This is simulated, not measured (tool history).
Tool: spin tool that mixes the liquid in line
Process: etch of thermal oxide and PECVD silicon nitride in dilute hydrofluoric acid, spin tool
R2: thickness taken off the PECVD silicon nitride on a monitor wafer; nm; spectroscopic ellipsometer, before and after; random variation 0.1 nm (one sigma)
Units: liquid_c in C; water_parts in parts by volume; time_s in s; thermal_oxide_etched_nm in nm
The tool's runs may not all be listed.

Run 1, hour 0: liquid_c 25 C, water_parts 250 parts by volume, time_s 180 s. Result: thermal_oxide_etched_nm 2.5384 nm, R2 2.1291 nm.
Run 2, hour 2.6: liquid_c 25 C, water_parts 250 parts by volume, time_s 125 s. Result: thermal_oxide_etched_nm 1.7845 nm, R2 1.4934 nm.
Run 3, hour 10.9: liquid_c 23.5 C, water_parts 250 parts by volume, time_s 125 s. Result: thermal_oxide_etched_nm 1.6976 nm, R2 1.3872 nm.
Run 4, hour 18.2: liquid_c 25 C, water_parts 225 parts by volume, time_s 135 s. Result: thermal_oxide_etched_nm 2.2052 nm, R2 1.8371 nm.
Run 5, hour 24.5: liquid_c 25.5 C, water_parts 200 parts by volume, time_s 140 s. Result: thermal_oxide_etched_nm 2.6609 nm, R2 2.1482 nm.
Run 6, hour 30.6: liquid_c 28.5 C, water_parts 200 parts by volume, time_s 140 s. Result: thermal_oxide_etched_nm 2.9886 nm, R2 2.666 nm.

Run 7 comes next. What will it give?
At hour 37.5: thermometer replaced.
Run 7, hour 37.5: liquid_c 28.5 C, water_parts 200 parts by volume, time_s 140 s. Result: thermal_oxide_etched_nm ?, R2 ?.

thermal_oxide_etched_nm: 3.2273 nm
R2: 3.0143 nm

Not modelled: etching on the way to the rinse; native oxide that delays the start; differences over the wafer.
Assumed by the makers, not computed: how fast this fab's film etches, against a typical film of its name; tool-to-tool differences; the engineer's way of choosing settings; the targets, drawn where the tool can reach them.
